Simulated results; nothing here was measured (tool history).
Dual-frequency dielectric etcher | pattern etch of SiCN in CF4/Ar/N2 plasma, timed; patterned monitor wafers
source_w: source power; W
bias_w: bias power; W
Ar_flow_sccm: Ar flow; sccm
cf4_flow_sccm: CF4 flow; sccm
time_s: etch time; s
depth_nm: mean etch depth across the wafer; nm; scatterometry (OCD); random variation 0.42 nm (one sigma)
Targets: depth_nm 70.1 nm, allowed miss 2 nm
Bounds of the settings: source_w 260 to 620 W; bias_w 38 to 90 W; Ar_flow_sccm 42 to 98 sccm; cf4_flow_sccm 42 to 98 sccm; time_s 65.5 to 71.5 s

run,day,source_w,bias_w,Ar_flow_sccm,cf4_flow_sccm,time_s,depth_nm
1,0,440,64,70,70,71.5,55.042
2,0.188,440,64,70,70,65.5,50.16
3,0.3,510,64,70,70,65.5,58.587
4,0.504,530,65,70,70,65.5,61.458
5,0.788,550,65,70,70,65.5,63.425
6,1.125,550,65,81,70,65.5,61.609
7,1.358,570,65,81,70,65.5,64.522
8,1.425,580,65,81,70,65.5,65.723
9,1.696,590,65,81,70,65.5,67.007
10,1.867,600,65,81,70,65.5,68.097

4 next moves are on the table. One of them brings every result within its allowed miss. Which?
A,2.038,550,81,75,73,69.5,?
B,2.038,580,66,88,71,65.5,?
C,2.038,620,74,90,62,69.5,?
D,2.038,530,86,92,51,70,?

move,depth_nm
A,70.764
B,65.528
C,74.952
D,65.336
A: meets every target
B: further off than the last run
C: takes the result that was furthest off past its target
D: further off than the last run
Move A is the one to make.
